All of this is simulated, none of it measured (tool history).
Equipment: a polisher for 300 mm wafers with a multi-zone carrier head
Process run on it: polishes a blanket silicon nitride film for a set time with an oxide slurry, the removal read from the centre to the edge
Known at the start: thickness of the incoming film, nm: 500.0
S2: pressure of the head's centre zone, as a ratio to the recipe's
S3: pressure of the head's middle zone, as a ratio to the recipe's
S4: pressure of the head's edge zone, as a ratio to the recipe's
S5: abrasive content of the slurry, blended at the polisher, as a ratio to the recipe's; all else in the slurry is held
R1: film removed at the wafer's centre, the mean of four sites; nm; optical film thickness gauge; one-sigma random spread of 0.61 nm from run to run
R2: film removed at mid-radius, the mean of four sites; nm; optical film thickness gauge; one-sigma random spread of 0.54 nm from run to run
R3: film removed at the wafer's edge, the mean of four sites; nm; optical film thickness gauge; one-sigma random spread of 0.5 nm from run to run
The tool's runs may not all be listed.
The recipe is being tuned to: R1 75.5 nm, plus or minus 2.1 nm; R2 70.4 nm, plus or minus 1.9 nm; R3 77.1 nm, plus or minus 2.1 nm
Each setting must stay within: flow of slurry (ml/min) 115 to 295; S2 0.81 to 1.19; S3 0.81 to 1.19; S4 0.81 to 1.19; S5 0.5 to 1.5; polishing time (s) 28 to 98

Run 1, hour 0: flow of slurry (ml/min) 190, S2 1, S3 1, S4 1, S5 1, polishing time (s) 63. Result: R1 67.742 nm, R2 69.222 nm, R3 68.46 nm.
Run 2, hour 6.4: flow of slurry (ml/min) 205, S2 1.01, S3 0.99, S4 1.03, S5 1, polishing time (s) 63. Result: R1 68.924 nm, R2 70.081 nm, R3 70.505 nm.
Run 3, hour 8.5: flow of slurry (ml/min) 205, S2 1.01, S3 0.91, S4 1.03, S5 1, polishing time (s) 63. Result: R1 70.396 nm, R2 64.606 nm, R3 69.987 nm.
Run 4, hour 13.7: flow of slurry (ml/min) 220, S2 1.01, S3 0.91, S4 1.05, S5 1, polishing time (s) 63. Result: R1 69.661 nm, R2 65.817 nm, R3 71.982 nm.
Run 5, hour 22.5: flow of slurry (ml/min) 230, S2 1.02, S3 0.91, S4 1.06, S5 1, polishing time (s) 63. Result: R1 71.455 nm, R2 65.848 nm, R3 72.819 nm.
Run 6, hour 28.8: flow of slurry (ml/min) 260, S2 1.02, S3 0.91, S4 1.06, S5 1, polishing time (s) 63. Result: R1 71.46 nm, R2 65.967 nm, R3 72.447 nm.
Run 7, hour 35.6: flow of slurry (ml/min) 260, S2 1.03, S3 0.92, S4 1.07, S5 1, polishing time (s) 63. Result: R1 72.636 nm, R2 66.85 nm, R3 74.031 nm.
Run 8, hour 38.8: flow of slurry (ml/min) 260, S2 1.04, S3 0.93, S4 1.08, S5 1, polishing time (s) 63. Result: R1 72.439 nm, R2 68.167 nm, R3 73.295 nm.
Run 9, hour 40.3: flow of slurry (ml/min) 260, S2 1.05, S3 0.93, S4 1.09, S5 1, polishing time (s) 63. Result: R1 74.865 nm, R2 68.398 nm, R3 73.166 nm.
Run 10, hour 48: flow of slurry (ml/min) 260, S2 1.05, S3 0.93, S4 1.11, S5 1, polishing time (s) 63. Result: R1 74.575 nm, R2 68.415 nm, R3 74.066 nm.
Run 11, hour 56: flow of slurry (ml/min) 260, S2 1.05, S3 0.93, S4 1.11, S5 1, polishing time (s) 63. Result: R1 74.432 nm, R2 67.042 nm, R3 74.661 nm.
At hour 63.8: worn pad replaced by a new one.
Run 12, hour 63.8: flow of slurry (ml/min) 260, S2 1.05, S3 0.94, S4 1.12, S5 1, polishing time (s) 63. Result: R1 86.333 nm, R2 79.799 nm, R3 86.135 nm.
Run 13, hour 66.7: flow of slurry (ml/min) 265, S2 1.05, S3 0.94, S4 1.11, S5 1, polishing time (s) 63. Result: R1 87.899 nm, R2 79.604 nm, R3 86.495 nm.
Run 14, hour 69.8: flow of slurry (ml/min) 245, S2 1.04, S3 0.94, S4 1.11, S5 1, polishing time (s) 63. Result: R1 84.401 nm, R2 78.925 nm, R3 86.966 nm.
Run 15, hour 78.3: flow of slurry (ml/min) 255, S2 1.04, S3 0.94, S4 1.11, S5 1, polishing time (s) 63. Result: R1 84.288 nm, R2 80.192 nm, R3 86.477 nm.
Run 16, hour 83.1: flow of slurry (ml/min) 205, S2 0.99, S3 0.9, S4 1.01, S5 0.95, polishing time (s) 63. Result: R1 75.674 nm, R2 73.272 nm, R3 78.886 nm.

Exactly one of the 4 candidate moves below puts every result within its allowed miss. Which one?
Run A, hour 87.9: flow of slurry (ml/min) 155, S2 1, S3 0.88, S4 0.98, S5 1, polishing time (s) 63. Result: R1 ?, R2 ?, R3 ?.
Run B, hour 87.9: flow of slurry (ml/min) 205, S2 0.97, S3 0.91, S4 1.01, S5 0.95, polishing time (s) 66. Result: R1 ?, R2 ?, R3 ?.
Run C, hour 87.9: flow of slurry (ml/min) 210, S2 0.99, S3 0.98, S4 1, S5 1.05, polishing time (s) 59. Result: R1 ?, R2 ?, R3 ?.
Run D, hour 87.9: flow of slurry (ml/min) 220, S2 1.01, S3 0.86, S4 1.03, S5 1.1, polishing time (s) 55. Result: R1 ?, R2 ?, R3 ?.

move      R1      R2      R3
   A  74.771  69.695  76.363
   B  77.793  76.405  81.655
   C   75.08  76.647  76.632
   D  73.512  66.187  74.606
A: meets every target
B: lands further from the targets than the last run did
C: lands further from the targets than the last run did
D: takes the biggest miss from the last run beyond its target
Answer: A
